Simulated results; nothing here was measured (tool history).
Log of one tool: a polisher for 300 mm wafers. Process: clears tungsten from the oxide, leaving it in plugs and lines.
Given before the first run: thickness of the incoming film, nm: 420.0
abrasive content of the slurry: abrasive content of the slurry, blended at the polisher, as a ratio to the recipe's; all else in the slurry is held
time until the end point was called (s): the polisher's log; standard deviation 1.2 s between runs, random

| run | day | flow of slurry (ml/min) | pressure of the wafer on the pad (kPa) | speed of the pad under the wafer (cm/s) | abrasive content of the slurry | overpolish time after the end point (s) | time until the end point was called (s) |
|---|---|---|---|---|---|---|---|
| 1 | 0 | 220 | 17.9 | 132 | 1 | 30 | 81.455 |
| 2 | 0.071 | 220 | 17.9 | 132 | 1.1 | 30 | 78.628 |
| 3 | 0.129 | 220 | 15.2 | 132 | 1.1 | 30 | 93.28 |
| 4 | 0.158 | 220 | 13.8 | 132 | 1.1 | 30 | 103.28 |
| 5 | 0.379 | 220 | 13.1 | 132 | 1.1 | 30 | 107.37 |
| 6 | 0.496 | 185 | 13.1 | 132 | 1.1 | 30 | 110.12 |
| 7 | 0.738 | 185 | 13.1 | 132 | 1.1 | 30 | 109.04 |

Forecast run 8:
| 8 | 0.996 | 185 | 12.4 | 132 | 1.1 | 30 | ? |

time until the end point was called (s): 115.01
